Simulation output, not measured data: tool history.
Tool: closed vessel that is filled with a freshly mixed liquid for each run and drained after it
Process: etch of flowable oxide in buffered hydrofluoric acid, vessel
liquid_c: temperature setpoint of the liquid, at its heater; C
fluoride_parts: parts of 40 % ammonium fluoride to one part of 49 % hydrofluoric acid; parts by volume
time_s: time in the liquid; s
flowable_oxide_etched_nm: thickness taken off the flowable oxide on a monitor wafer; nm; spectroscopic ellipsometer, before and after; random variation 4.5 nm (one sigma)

run 1 hour=0.0 | liquid_c=23.0 fluoride_parts=13.5 time_s=105 | flowable_oxide_etched_nm=248.39
run 2 hour=7.8 | liquid_c=25.0 fluoride_parts=12.5 time_s=105 | flowable_oxide_etched_nm=296.87
run 3 hour=10.4 | liquid_c=26.5 fluoride_parts=12.0 time_s=105 | flowable_oxide_etched_nm=342.67
run 4 hour=12.2 | liquid_c=26.5 fluoride_parts=15.5 time_s=105 | flowable_oxide_etched_nm=261.97
run 5 hour=14.9 | liquid_c=26.5 fluoride_parts=15.5 time_s=110 | flowable_oxide_etched_nm=271.77
run 6 hour=16.0 | liquid_c=26.5 fluoride_parts=17.5 time_s=110 | flowable_oxide_etched_nm=243.07

Run 7 comes next. What will it give?
run 7 hour=23.1 | liquid_c=27.5 fluoride_parts=16.0 time_s=110 | flowable_oxide_etched_nm=?

Run 7 gave flowable_oxide_etched_nm 281.34 nm.

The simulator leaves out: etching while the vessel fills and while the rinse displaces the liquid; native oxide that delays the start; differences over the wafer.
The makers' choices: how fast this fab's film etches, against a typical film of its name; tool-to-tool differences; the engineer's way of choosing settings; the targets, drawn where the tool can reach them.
